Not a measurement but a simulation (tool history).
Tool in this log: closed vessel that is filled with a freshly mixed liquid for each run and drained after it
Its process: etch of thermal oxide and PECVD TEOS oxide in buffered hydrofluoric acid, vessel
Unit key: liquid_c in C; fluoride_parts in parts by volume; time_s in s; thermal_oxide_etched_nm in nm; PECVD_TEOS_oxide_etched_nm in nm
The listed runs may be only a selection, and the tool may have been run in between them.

Run 1, hour 0: liquid_c 20 C, fluoride_parts 12 parts by volume, time_s 60 s. Result: thermal_oxide_etched_nm 39.855 nm, PECVD_TEOS_oxide_etched_nm 95.848 nm.
Run 2, hour 5.2: liquid_c 20 C, fluoride_parts 9 parts by volume, time_s 60 s. Result: thermal_oxide_etched_nm 50.401 nm, PECVD_TEOS_oxide_etched_nm 124.15 nm.
Run 3, hour 13.7: liquid_c 20 C, fluoride_parts 9 parts by volume, time_s 50 s. Result: thermal_oxide_etched_nm 41.76 nm, PECVD_TEOS_oxide_etched_nm 103.82 nm.
Run 4, hour 20.5: liquid_c 20.5 C, fluoride_parts 9 parts by volume, time_s 50 s. Result: thermal_oxide_etched_nm 43.86 nm, PECVD_TEOS_oxide_etched_nm 105.42 nm.
Run 5, hour 23.2: liquid_c 19 C, fluoride_parts 9 parts by volume, time_s 50 s. Result: thermal_oxide_etched_nm 40.293 nm, PECVD_TEOS_oxide_etched_nm 97.732 nm.
Run 6, hour 24.2: liquid_c 17.5 C, fluoride_parts 9 parts by volume, time_s 50 s. Result: thermal_oxide_etched_nm 36.893 nm, PECVD_TEOS_oxide_etched_nm 88.881 nm.
Run 7, hour 26.6: liquid_c 18.5 C, fluoride_parts 9 parts by volume, time_s 50 s. Result: thermal_oxide_etched_nm 39.925 nm, PECVD_TEOS_oxide_etched_nm 93.842 nm.

Forecast run 8:
Run 8, hour 34: liquid_c 21 C, fluoride_parts 7.5 parts by volume, time_s 50 s. Result: thermal_oxide_etched_nm ?, PECVD_TEOS_oxide_etched_nm ?.

thermal_oxide_etched_nm: 55.044 nm
PECVD_TEOS_oxide_etched_nm: 131.96 nm
